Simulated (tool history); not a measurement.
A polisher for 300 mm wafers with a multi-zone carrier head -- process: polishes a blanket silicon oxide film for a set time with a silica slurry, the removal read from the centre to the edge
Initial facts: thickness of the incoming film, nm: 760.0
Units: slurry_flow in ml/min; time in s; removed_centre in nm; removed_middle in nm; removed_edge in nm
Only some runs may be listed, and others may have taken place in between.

run 1 day=0 | slurry_flow=205 centre_zone=1 middle_zone=1 edge_zone=1 slurry_solids=1 time=44 | removed_centre=99.995 removed_middle=99.201 removed_edge=101.12
run 2 day=0.183 | slurry_flow=200 centre_zone=0.99 middle_zone=0.98 edge_zone=0.99 slurry_solids=0.95 time=44 | removed_centre=96.756 removed_middle=96.584 removed_edge=95.291
run 3 day=0.329 | slurry_flow=200 centre_zone=0.99 middle_zone=0.96 edge_zone=1.01 slurry_solids=0.9 time=44 | removed_centre=94.185 removed_middle=89.229 removed_edge=96.958
run 4 day=0.471 | slurry_flow=200 centre_zone=0.99 middle_zone=0.87 edge_zone=1.01 slurry_solids=0.9 time=44 | removed_centre=93.236 removed_middle=84.158 removed_edge=96.631
run 5 day=0.679 | slurry_flow=200 centre_zone=1.04 middle_zone=0.87 edge_zone=1.01 slurry_solids=0.9 time=44 | removed_centre=98.836 removed_middle=82.629 removed_edge=95.487
run 6 day=0.854 | slurry_flow=195 centre_zone=1.03 middle_zone=0.87 edge_zone=1 slurry_solids=0.85 time=44 | removed_centre=95.671 removed_middle=83.064 removed_edge=93.966
run 7 day=0.917 | slurry_flow=195 centre_zone=1.03 middle_zone=0.87 edge_zone=1 slurry_solids=0.8 time=44 | removed_centre=93.796 removed_middle=80.6 removed_edge=91.625
run 8 day=1.096 | slurry_flow=195 centre_zone=1.02 middle_zone=0.87 edge_zone=1 slurry_solids=0.75 time=44 | removed_centre=90.459 removed_middle=77.305 removed_edge=88.625
run 9 day=1.367 | slurry_flow=195 centre_zone=1.01 middle_zone=0.87 edge_zone=1 slurry_solids=0.75 time=44 | removed_centre=90.429 removed_middle=80.002 removed_edge=88.754
run 10 day=1.458 | slurry_flow=190 centre_zone=1 middle_zone=0.86 edge_zone=1 slurry_solids=0.75 time=44 | removed_centre=87.057 removed_middle=77.626 removed_edge=88.715
run 11 day=1.529 | slurry_flow=185 centre_zone=1 middle_zone=0.86 edge_zone=1 slurry_solids=0.75 time=44 | removed_centre=88.92 removed_middle=76.475 removed_edge=89.009
run 12 day=1.667 | slurry_flow=185 centre_zone=0.99 middle_zone=0.86 edge_zone=0.99 slurry_solids=0.75 time=44 | removed_centre=87.71 removed_middle=77.75 removed_edge=88.272
run 13 day=2.029 | slurry_flow=185 centre_zone=0.98 middle_zone=0.86 edge_zone=0.99 slurry_solids=0.75 time=44 | removed_centre=85.906 removed_middle=76.042 removed_edge=87.939
run 14 day=2.292 | slurry_flow=180 centre_zone=0.97 middle_zone=0.86 edge_zone=0.98 slurry_solids=0.75 time=44 | removed_centre=83.553 removed_middle=77.107 removed_edge=86.87
run 15 day=2.375 | slurry_flow=160 centre_zone=0.96 middle_zone=0.81 edge_zone=0.96 slurry_solids=0.55 time=44 | removed_centre=72.551 removed_middle=63.187 removed_edge=75.029
run 16 day=2.492 | slurry_flow=160 centre_zone=0.96 middle_zone=0.81 edge_zone=0.96 slurry_solids=0.55 time=44 | removed_centre=71.673 removed_middle=62.351 removed_edge=74.634
run 17 day=2.838 | slurry_flow=210 centre_zone=0.97 middle_zone=0.87 edge_zone=1.01 slurry_solids=0.6 time=44 | removed_centre=79.395 removed_middle=71.719 removed_edge=81.487

Forecast run 18:
run 18 day=3.046 | slurry_flow=210 centre_zone=0.97 middle_zone=0.87 edge_zone=1.01 slurry_solids=0.6 time=44 | removed_centre=? removed_middle=? removed_edge=?

For run 18 the tool returned removed_centre 80.166 nm, removed_middle 71.307 nm, removed_edge 81.861 nm.
